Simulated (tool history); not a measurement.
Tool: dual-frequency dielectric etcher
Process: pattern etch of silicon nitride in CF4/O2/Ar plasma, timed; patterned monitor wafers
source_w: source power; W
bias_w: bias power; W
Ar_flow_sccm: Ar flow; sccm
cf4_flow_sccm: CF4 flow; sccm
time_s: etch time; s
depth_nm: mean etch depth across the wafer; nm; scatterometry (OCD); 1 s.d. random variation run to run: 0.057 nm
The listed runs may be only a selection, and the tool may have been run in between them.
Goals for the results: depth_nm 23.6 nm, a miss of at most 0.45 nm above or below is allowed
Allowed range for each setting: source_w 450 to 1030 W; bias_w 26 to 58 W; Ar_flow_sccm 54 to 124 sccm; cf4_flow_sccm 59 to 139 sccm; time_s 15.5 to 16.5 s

Run 1, hour 0: source_w 740 W, bias_w 42 W, Ar_flow_sccm 89 sccm, cf4_flow_sccm 99 sccm, time_s 15.5 s. Result: depth_nm 34.216 nm.
Run 2, hour 2.7: source_w 690 W, bias_w 42 W, Ar_flow_sccm 89 sccm, cf4_flow_sccm 99 sccm, time_s 15.5 s. Result: depth_nm 31.947 nm.
Run 3, hour 9: source_w 690 W, bias_w 38 W, Ar_flow_sccm 89 sccm, cf4_flow_sccm 99 sccm, time_s 15.5 s. Result: depth_nm 30.611 nm.
Run 4, hour 17.1: source_w 640 W, bias_w 38 W, Ar_flow_sccm 89 sccm, cf4_flow_sccm 99 sccm, time_s 15.5 s. Result: depth_nm 28.435 nm.
Run 5, hour 24.7: source_w 610 W, bias_w 38 W, Ar_flow_sccm 89 sccm, cf4_flow_sccm 99 sccm, time_s 15.5 s. Result: depth_nm 26.819 nm.
Run 6, hour 33.6: source_w 610 W, bias_w 38 W, Ar_flow_sccm 89 sccm, cf4_flow_sccm 85 sccm, time_s 15.5 s. Result: depth_nm 26.342 nm.
Run 7, hour 40.6: source_w 590 W, bias_w 38 W, Ar_flow_sccm 89 sccm, cf4_flow_sccm 85 sccm, time_s 15.5 s. Result: depth_nm 25.364 nm.
Run 8, hour 44.6: source_w 580 W, bias_w 38 W, Ar_flow_sccm 89 sccm, cf4_flow_sccm 85 sccm, time_s 15.5 s. Result: depth_nm 24.976 nm.
Run 9, hour 51.7: source_w 570 W, bias_w 38 W, Ar_flow_sccm 89 sccm, cf4_flow_sccm 85 sccm, time_s 15.5 s. Result: depth_nm 24.562 nm.
Run 10, hour 57.4: source_w 560 W, bias_w 38 W, Ar_flow_sccm 89 sccm, cf4_flow_sccm 85 sccm, time_s 15.5 s. Result: depth_nm 24.083 nm.

Below are 4 possible settings for the next run. Only one of them brings all results inside the allowed miss of their targets. Which is it?
Run A, hour 63.1: source_w 530 W, bias_w 40 W, Ar_flow_sccm 83 sccm, cf4_flow_sccm 89 sccm, time_s 15.5 s. Result: depth_nm ?.
Run B, hour 63.1: source_w 520 W, bias_w 48 W, Ar_flow_sccm 123 sccm, cf4_flow_sccm 86 sccm, time_s 16.5 s. Result: depth_nm ?.
Run C, hour 63.1: source_w 530 W, bias_w 42 W, Ar_flow_sccm 77 sccm, cf4_flow_sccm 102 sccm, time_s 15.5 s. Result: depth_nm ?.
Run D, hour 63.1: source_w 540 W, bias_w 39 W, Ar_flow_sccm 89 sccm, cf4_flow_sccm 81 sccm, time_s 16.5 s. Result: depth_nm ?.

move  depth_nm
   A    23.527
   B    25.316
   C    24.689
   D    24.689
A: all results land within tolerance of their targets
B: its largest miss is bigger than the last run's
C: its largest miss is bigger than the last run's
D: its largest miss is bigger than the last run's
Correct choice: A, which meets every target

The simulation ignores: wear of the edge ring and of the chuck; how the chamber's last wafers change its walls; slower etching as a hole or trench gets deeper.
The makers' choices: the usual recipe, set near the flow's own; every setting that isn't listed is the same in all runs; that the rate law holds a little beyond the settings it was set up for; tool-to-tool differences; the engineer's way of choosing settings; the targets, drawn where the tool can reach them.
